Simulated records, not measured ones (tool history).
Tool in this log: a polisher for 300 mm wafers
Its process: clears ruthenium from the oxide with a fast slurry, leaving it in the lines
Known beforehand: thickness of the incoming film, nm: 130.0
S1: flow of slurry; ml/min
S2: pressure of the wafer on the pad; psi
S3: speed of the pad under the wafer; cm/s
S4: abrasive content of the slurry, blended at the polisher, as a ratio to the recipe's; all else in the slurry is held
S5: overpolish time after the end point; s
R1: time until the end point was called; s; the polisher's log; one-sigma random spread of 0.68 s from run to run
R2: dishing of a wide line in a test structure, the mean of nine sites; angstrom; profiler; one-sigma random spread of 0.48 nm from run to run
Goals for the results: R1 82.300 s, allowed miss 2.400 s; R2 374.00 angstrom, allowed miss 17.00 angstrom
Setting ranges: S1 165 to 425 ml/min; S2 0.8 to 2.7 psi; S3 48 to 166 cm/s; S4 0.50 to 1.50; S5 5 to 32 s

run  hour   S1   S2   S3    S4  S5      R1      R2
  1   0.0  275  1.7  106  1.00  16  48.777  399.63
  2   3.0  275  1.7   84  1.00  16  60.061  338.02
  3   4.8  270  1.6   84  1.00  18  63.687  343.79
  4   8.4  270  1.9   84  1.00  18  53.542  410.09
  5   9.9  270  1.6   84  1.00  18  63.292  351.33
  6  14.8  300  1.6   84  1.00  18  62.682  352.94
  7  20.1  285  1.1   84  1.00  24  90.878  327.22
  8  23.6  290  1.1   84  1.00  24  90.937  332.68
  9  30.2  295  1.1   84  1.00  24  88.993  334.20
 10  36.0  310  1.1   84  1.00  24  90.074  327.19

Exactly one of the 5 candidate moves below puts every result within its allowed miss. Which one?
  A  41.8  330  0.9   96  1.05  21   ?   ?
  B  41.8  380  1.1   78  1.25  25   ?   ?
  C  41.8  270  0.9  110  1.25  23   ?   ?
  D  41.8  425  1.1   72  0.95  23   ?   ?
  E  41.8  295  1.2   60  0.95  27   ?   ?

move       R1      R2
   A   93.938  281.62
   B   83.337  370.36
   C   78.150  363.89
   D  102.050  283.78
   E  111.500  303.57
A: lands further from the targets than the last run did
B: meets every target
C: takes the biggest miss from the last run beyond its target
D: lands further from the targets than the last run did
E: lands further from the targets than the last run did
Go with B: it meets all targets.
